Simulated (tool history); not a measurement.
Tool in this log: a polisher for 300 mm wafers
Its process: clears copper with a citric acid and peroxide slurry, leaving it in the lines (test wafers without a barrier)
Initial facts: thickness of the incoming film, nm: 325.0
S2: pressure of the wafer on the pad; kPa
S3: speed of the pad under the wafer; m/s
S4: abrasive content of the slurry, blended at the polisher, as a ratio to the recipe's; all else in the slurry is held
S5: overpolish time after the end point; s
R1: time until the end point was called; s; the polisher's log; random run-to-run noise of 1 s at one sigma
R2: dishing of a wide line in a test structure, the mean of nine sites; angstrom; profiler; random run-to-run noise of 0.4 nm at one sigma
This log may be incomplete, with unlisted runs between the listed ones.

run 1 hour=0.0 | flow_of_slurry_(ml/min)=180 S2=24.1 S3=1.08 S4=1.0 S5=11 | R1=100.950 R2=234.49
run 2 hour=2.3 | flow_of_slurry_(ml/min)=180 S2=24.1 S3=1.08 S4=1.0 S5=8 | R1=101.090 R2=174.19
run 3 hour=4.7 | flow_of_slurry_(ml/min)=180 S2=26.9 S3=1.08 S4=1.0 S5=8 | R1=89.445 R2=189.88
run 4 hour=9.6 | flow_of_slurry_(ml/min)=180 S2=26.9 S3=0.86 S4=1.0 S5=8 | R1=111.490 R2=163.26
run 5 hour=18.2 | flow_of_slurry_(ml/min)=180 S2=27.6 S3=0.86 S4=1.0 S5=9 | R1=109.370 R2=184.75
run 6 hour=26.6 | flow_of_slurry_(ml/min)=180 S2=24.1 S3=0.86 S4=1.0 S5=9 | R1=122.700 R2=161.89
run 7 hour=30.3 | flow_of_slurry_(ml/min)=175 S2=25.5 S3=0.86 S4=1.0 S5=10 | R1=116.750 R2=190.87
run 8 hour=35.7 | flow_of_slurry_(ml/min)=175 S2=26.9 S3=0.86 S4=1.0 S5=10 | R1=111.650 R2=194.43
run 9 hour=38.7 | flow_of_slurry_(ml/min)=175 S2=27.6 S3=0.86 S4=1.0 S5=11 | R1=109.340 R2=221.04
run 10 hour=41.8 | flow_of_slurry_(ml/min)=175 S2=27.6 S3=0.86 S4=1.0 S5=11 | R1=108.850 R2=220.57
run 11 hour=43.1 | flow_of_slurry_(ml/min)=175 S2=27.6 S3=0.86 S4=1.0 S5=11 | R1=107.260 R2=222.81
run 12 hour=49.8 | flow_of_slurry_(ml/min)=175 S2=28.3 S3=0.86 S4=1.0 S5=11 | R1=109.150 R2=224.21
run 13 hour=57.8 | flow_of_slurry_(ml/min)=175 S2=29.6 S3=0.86 S4=1.0 S5=11 | R1=101.870 R2=228.51
run 14 hour=61.2 | flow_of_slurry_(ml/min)=175 S2=30.3 S3=0.86 S4=1.0 S5=11 | R1=100.970 R2=239.66
run 15 hour=70.3 | flow_of_slurry_(ml/min)=175 S2=31.0 S3=0.86 S4=1.0 S5=11 | R1=97.632 R2=240.73
run 16 hour=71.6 | flow_of_slurry_(ml/min)=175 S2=31.7 S3=0.86 S4=1.0 S5=11 | R1=96.478 R2=246.61
run 17 hour=72.8 | flow_of_slurry_(ml/min)=175 S2=32.4 S3=0.86 S4=1.0 S5=11 | R1=94.995 R2=250.33

For run 18, what comes out?
run 18 hour=74.4 | flow_of_slurry_(ml/min)=175 S2=33.1 S3=0.86 S4=1.0 S5=11 | R1=? R2=?

{"run 18": {"R1": 94.462, "R2": 252.08}}
